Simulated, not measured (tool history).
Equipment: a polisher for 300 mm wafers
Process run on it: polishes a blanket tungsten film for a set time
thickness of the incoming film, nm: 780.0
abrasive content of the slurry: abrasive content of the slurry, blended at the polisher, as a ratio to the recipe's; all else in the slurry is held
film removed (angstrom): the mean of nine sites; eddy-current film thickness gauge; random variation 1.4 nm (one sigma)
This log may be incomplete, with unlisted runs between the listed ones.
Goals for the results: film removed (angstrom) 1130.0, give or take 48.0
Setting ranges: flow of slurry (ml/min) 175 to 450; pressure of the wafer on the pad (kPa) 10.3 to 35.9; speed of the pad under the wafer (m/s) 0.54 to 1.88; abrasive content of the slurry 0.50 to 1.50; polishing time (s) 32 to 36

run  hour  flow of slurry (ml/min)  pressure of the wafer on the pad (kPa)  speed of the pad under the wafer (m/s)  abrasive content of the slurry  polishing time (s)  film removed (angstrom)
  1   0.0                      290                                    22.8                                    1.20                            1.00                  36                   2017.1
  2   1.9                      290                                    22.8                                    1.20                            1.10                  36                   2071.8
  3   3.5                      290                                    20.0                                    1.18                            1.10                  36                   1767.5
  4   7.9                      220                                    20.0                                    1.18                            1.10                  36                   1728.2
  5  15.9                      220                                    17.9                                    1.18                            1.10                  36                   1584.5
  6  17.9                      220                                    15.9                                    1.18                            1.10                  36                   1379.3
  7  19.4                      220                                    11.7                                    1.16                            1.10                  36                   1026.7
  8  25.9                      220                                    13.8                                    1.16                            1.10                  36                   1214.0

Pick the move, out of 5, that brings all results within their allowed miss; only one does.
  A  32.4                      270                                    12.4                                    1.30                            1.10                  35                        ?
  B  32.4                      240                                    18.6                                    0.88                            1.15                  36                        ?
  C  32.4                      250                                    14.5                                    1.16                            1.10                  34                        ?
  D  32.4                      225                                    13.8                                    1.10                            0.95                  36                        ?
  E  32.4                      210                                    15.2                                    0.94                            1.10                  34                        ?

move  film removed (angstrom)
   A                   1207.9
   B                   1247.9
   C                   1205.4
   D                   1112.6
   E                   1004.6
A: gains on the last run, yet a result remains outside its allowed miss
B: its largest miss is bigger than the last run's
C: gains on the last run, yet a result remains outside its allowed miss
D: every result within its allowed miss
E: takes the result that was furthest off past its target
Correct choice: D, which meets every target
